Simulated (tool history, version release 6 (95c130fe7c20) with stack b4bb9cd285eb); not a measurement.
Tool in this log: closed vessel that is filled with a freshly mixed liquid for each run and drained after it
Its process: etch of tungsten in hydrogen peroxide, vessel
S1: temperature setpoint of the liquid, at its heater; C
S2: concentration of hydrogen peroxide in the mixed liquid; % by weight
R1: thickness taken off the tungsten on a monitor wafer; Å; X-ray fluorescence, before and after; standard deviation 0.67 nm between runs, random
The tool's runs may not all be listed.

run 1 hour=0 | S1=49 S2=15.5 time_in_the_liquid_(s)=90 | R1=1152.9
run 2 hour=3.4 | S1=48 S2=15.5 time_in_the_liquid_(s)=90 | R1=1087.6
run 3 hour=5.2 | S1=48 S2=15.5 time_in_the_liquid_(s)=100 | R1=1199.9
run 4 hour=9.1 | S1=47 S2=15.5 time_in_the_liquid_(s)=100 | R1=1142.9
run 5 hour=15.6 | S1=53 S2=15.5 time_in_the_liquid_(s)=100 | R1=1607.4
run 6 hour=20.9 | S1=53 S2=17 time_in_the_liquid_(s)=100 | R1=1715

Run 7 is up next; what results do you expect?
run 7 hour=27.7 | S1=53 S2=17 time_in_the_liquid_(s)=100 | R1=?

Run 7 came out at R1 1719.1 Å.

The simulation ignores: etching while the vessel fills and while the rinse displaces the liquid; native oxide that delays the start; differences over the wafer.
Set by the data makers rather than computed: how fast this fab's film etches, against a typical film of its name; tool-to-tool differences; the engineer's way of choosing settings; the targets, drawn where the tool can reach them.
